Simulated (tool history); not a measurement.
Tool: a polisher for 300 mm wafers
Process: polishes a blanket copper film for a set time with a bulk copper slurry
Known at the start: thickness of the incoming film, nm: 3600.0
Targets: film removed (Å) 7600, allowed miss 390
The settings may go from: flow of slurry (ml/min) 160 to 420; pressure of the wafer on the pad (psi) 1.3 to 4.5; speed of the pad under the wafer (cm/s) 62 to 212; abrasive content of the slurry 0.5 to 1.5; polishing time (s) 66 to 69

run,day,flow of slurry (ml/min),pressure of the wafer on the pad (psi),speed of the pad under the wafer (cm/s),abrasive content of the slurry,polishing time (s),film removed (Å)
1,0,270,2.9,136,1,66,9999.3
2,0.183,270,2.9,136,1,69,10545
3,0.25,205,2.9,136,1,69,10396
4,0.588,205,2.7,136,1,69,9174.5
5,0.733,205,2.6,136,1,69,9040
6,0.896,205,2.6,136,1.1,69,9167.6
7,0.992,205,2.5,136,1.1,69,8999
8,1.208,205,2.4,136,1.1,69,8607
9,1.512,205,2,134,1.1,69,7100.2

4 next moves are on the table. One of them brings every result within its allowed miss. Which?
A,1.817,160,2.5,136,1,69,?
B,1.817,195,1.8,160,1.1,69,?
C,1.817,215,2.5,130,1.05,69,?
D,1.817,165,2.1,164,1.1,69,?

move,film removed (Å)
A,8312.1
B,7360.4
C,8504
D,8455.1
A: takes the result that was furthest off past its target
B: meets every target
C: takes the result that was furthest off past its target
D: takes the result that was furthest off past its target
The right move is B.
